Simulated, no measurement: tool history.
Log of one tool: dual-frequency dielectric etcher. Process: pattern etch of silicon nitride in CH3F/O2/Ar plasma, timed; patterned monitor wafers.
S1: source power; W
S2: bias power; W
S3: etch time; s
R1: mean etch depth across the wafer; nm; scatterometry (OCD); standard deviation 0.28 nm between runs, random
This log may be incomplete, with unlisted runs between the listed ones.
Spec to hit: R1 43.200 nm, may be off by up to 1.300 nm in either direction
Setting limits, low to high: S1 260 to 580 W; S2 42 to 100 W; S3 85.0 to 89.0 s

run 1 day=0.000 | S1=420 S2=71 S3=85.0 | R1=54.337
run 2 day=0.246 | S1=400 S2=68 S3=85.0 | R1=52.565
run 3 day=0.383 | S1=380 S2=66 S3=85.0 | R1=51.276
run 4 day=0.496 | S1=380 S2=61 S3=85.0 | R1=49.774
run 5 day=0.604 | S1=450 S2=61 S3=85.0 | R1=53.058
run 6 day=0.925 | S1=430 S2=59 S3=85.0 | R1=50.549
run 7 day=1.083 | S1=420 S2=58 S3=85.0 | R1=50.486
run 8 day=1.400 | S1=410 S2=56 S3=85.0 | R1=49.667
-- day=1.467 bias power generator calibrated
run 9 day=1.467 | S1=400 S2=55 S3=85.0 | R1=48.789
run 10 day=1.804 | S1=390 S2=54 S3=85.0 | R1=48.372
run 11 day=2.054 | S1=380 S2=53 S3=85.0 | R1=47.199

Pick the move, out of 4, that brings all results within their allowed miss; only one does.
run A day=2.304 | S1=350 S2=53 S3=86.5 | R1=?
run B day=2.304 | S1=340 S2=45 S3=85.0 | R1=?
run C day=2.304 | S1=370 S2=60 S3=88.0 | R1=?
run D day=2.304 | S1=350 S2=61 S3=85.0 | R1=?

move=A R1=46.300
move=B R1=42.304
move=C R1=50.488
move=D R1=47.986
A: nearer than the last run, and not there yet
B: every result lands within tolerance
C: moves away from the targets compared with the last run
D: moves away from the targets compared with the last run
Go with B: it meets all targets.
